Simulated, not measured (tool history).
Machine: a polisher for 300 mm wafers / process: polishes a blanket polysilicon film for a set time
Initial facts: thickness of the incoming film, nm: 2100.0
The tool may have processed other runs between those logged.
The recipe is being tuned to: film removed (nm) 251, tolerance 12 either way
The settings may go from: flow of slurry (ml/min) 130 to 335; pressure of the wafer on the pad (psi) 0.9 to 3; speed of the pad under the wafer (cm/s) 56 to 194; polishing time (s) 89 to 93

run  hour  flow of slurry (ml/min)  pressure of the wafer on the pad (psi)  speed of the pad under the wafer (cm/s)  polishing time (s)  film removed (nm)
  1     0                      215                                     1.9                                      124                  89             549.51
  2   0.8                      215                                     1.7                                      118                  89             465.35
  3   1.6                      215                                     1.7                                      148                  89             572.93
  4   6.8                      215                                     1.7                                      148                  89             582.19
  5  15.1                      215                                     1.9                                      148                  89             659.79
  6  23.8                      215                                     1.6                                      148                  89             534.66
  7  24.4                      215                                     1.5                                      140                  89              485.9
  8  31.6                      215                                     1.4                                      132                  89             433.59
  9  38.6                      215                                     1.3                                      126                  89             392.65
 10    41                      215                                     1.2                                      120                  89             342.27
 11  47.8                      210                                     0.9                                      104                  89              224.1
 12    55                      215                                     0.9                                      104                  89             222.58
 13  60.3                      215                                     1.2                                      106                  89             301.89
 14  68.9                      210                                     1.2                                      106                  89             300.64
 15  77.7                      210                                     1.1                                      106                  89             281.44

Which single option among these 4 for the next run brings every result within its allowed miss of target? Just one does.
  A  86.5                      205                                       1                                       94                  89                  ?
  B  86.5                      245                                       1                                      102                  89                  ?
  C  86.5                      165                                     1.5                                       90                  93                  ?
  D  86.5                      245                                     0.9                                      128                  90                  ?

move  film removed (nm)
   A             225.79
   B              248.3
   C             325.95
   D             283.23
A: moves the result that the last run missed by most past its target, out the other side
B: all results land within tolerance of their targets
C: further off than the last run
D: further off than the last run
Answer: B

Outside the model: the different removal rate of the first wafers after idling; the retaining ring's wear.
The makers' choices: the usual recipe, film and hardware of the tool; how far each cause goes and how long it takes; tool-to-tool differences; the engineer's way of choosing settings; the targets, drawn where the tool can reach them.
